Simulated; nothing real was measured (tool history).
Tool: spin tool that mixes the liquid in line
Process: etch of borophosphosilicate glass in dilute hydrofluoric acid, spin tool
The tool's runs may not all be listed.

run  hour  temperature setpoint of the liquid (K)  parts of water to one part of 49 % hydrofluoric acid (parts by volume)  time under the liquid (s)  thickness taken off the borophosphosilicate glass on a monitor wafer (angstrom)
  1   0.0                                  298.15                                                                     260                         15                                                                           38.312
  2   4.1                                  298.15                                                                     225                         15                                                                           45.188
  3  12.9                                  297.15                                                                     235                         15                                                                           41.610
  4  18.1                                  297.15                                                                     155                         15                                                                           68.405
  5  25.3                                  297.15                                                                     155                         15                                                                           68.280
  6  32.8                                  297.15                                                                     215                         15                                                                           45.988
  7  35.5                                  297.15                                                                     215                         15                                                                           46.190
     36.5  -- hydrofluoric acid flow meter replaced
  8  36.5                                  296.15                                                                     220                         15                                                                           38.985
  9  37.3                                  292.15                                                                     220                         15                                                                           33.374

Run 10 has not been measured yet. What should we expect?
 10  44.6                                  291.65                                                                     225                         15                                                                                ?

Logged for run 10: thickness taken off the borophosphosilicate glass on a monitor wafer (angstrom) 32.110.

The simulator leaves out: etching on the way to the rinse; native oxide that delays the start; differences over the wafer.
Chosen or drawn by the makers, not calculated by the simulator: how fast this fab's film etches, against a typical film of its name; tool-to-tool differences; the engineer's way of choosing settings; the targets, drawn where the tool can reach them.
